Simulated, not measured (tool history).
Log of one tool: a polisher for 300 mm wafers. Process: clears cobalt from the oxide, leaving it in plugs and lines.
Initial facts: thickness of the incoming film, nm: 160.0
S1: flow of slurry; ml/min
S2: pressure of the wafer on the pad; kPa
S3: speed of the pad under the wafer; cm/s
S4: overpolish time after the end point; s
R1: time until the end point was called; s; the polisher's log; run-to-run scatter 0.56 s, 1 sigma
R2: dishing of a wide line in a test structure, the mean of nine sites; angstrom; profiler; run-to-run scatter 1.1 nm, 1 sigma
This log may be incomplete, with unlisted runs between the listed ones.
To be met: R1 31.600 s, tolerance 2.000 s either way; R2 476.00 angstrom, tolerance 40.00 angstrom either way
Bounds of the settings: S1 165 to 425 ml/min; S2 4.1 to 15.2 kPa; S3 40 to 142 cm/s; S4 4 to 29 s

run,hour,S1,S2,S3,S4,R1,R2
1,0.0,275,9.7,90,15,63.744,285.28
2,5.6,275,9.7,90,11,62.723,224.82
3,8.7,275,7.6,90,11,80.954,186.29
4,14.5,275,7.6,76,11,92.482,162.52
5,21.1,275,7.6,60,11,117.380,134.49
6,30.0,275,5.5,60,11,159.160,100.34
7,36.6,275,8.3,66,11,99.454,155.40
8,44.5,275,10.3,74,12,72.765,221.05
9,46.7,275,11.7,82,12,55.818,259.11
10,55.4,275,11.7,82,12,58.877,260.00
11,59.6,275,13.1,90,12,47.278,301.14
12,67.2,275,13.8,96,13,41.559,342.26
13,73.1,275,14.5,100,14,38.914,378.18
14,78.8,275,14.5,104,15,38.400,393.36
15,85.5,275,14.5,110,15,34.724,409.49
16,87.8,275,14.5,112,16,34.939,414.19
17,94.6,275,14.5,114,17,34.376,443.73

Which one of the following 4 next-run settings gets every result inside its allowed miss? There is exactly one.
A,101.4,325,13.8,104,20,?,?
B,101.4,270,14.5,112,14,?,?
C,101.4,250,15.2,116,20,?,?
D,101.4,290,15.2,100,26,?,?

move,R1,R2
A,38.892,449.11
B,35.129,395.17
C,32.719,481.70
D,37.201,505.58
A: its largest miss is bigger than the last run's
B: its largest miss is bigger than the last run's
C: all results in spec
D: its largest miss is bigger than the last run's
C is the move that brings every result within its allowed miss.

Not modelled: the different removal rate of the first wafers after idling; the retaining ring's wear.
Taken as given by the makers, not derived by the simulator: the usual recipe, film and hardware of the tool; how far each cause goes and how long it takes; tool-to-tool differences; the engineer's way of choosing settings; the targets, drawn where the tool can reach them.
